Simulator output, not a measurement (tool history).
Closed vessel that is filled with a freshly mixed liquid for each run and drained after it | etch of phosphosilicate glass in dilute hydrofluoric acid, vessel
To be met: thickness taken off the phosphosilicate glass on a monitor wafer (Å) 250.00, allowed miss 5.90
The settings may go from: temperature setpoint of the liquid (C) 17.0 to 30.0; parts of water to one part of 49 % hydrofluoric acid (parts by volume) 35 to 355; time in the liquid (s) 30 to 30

run,hour,temperature setpoint of the liquid (C),parts of water to one part of 49 % hydrofluoric acid (parts by volume),time in the liquid (s),thickness taken off the phosphosilicate glass on a monitor wafer (Å)
1,0.0,22.0,195,30,122.23
2,7.8,25.0,195,30,137.40
3,8.5,26.5,195,30,143.75
4,13.6,27.0,180,30,162.43
5,18.9,27.0,230,30,119.67
6,24.6,27.5,210,30,136.37
7,33.0,28.0,190,30,157.67
8,33.8,28.5,175,30,178.04

5 next moves are on the table. One of them brings every result within its allowed miss. Which?
A,34.6,30.0,200,30,?
B,34.6,29.0,195,30,?
C,34.6,29.0,145,30,?
D,34.6,28.5,110,30,?
E,34.6,28.5,130,30,?

move,thickness taken off the phosphosilicate glass on a monitor wafer (Å)
A,158.82
B,158.28
C,226.56
D,306.98
E,252.97
A: further off than the last run
B: further off than the last run
C: nearer than the last run, and not there yet
D: takes the result that was furthest off past its target
E: meets every target
Move E is the one to make.
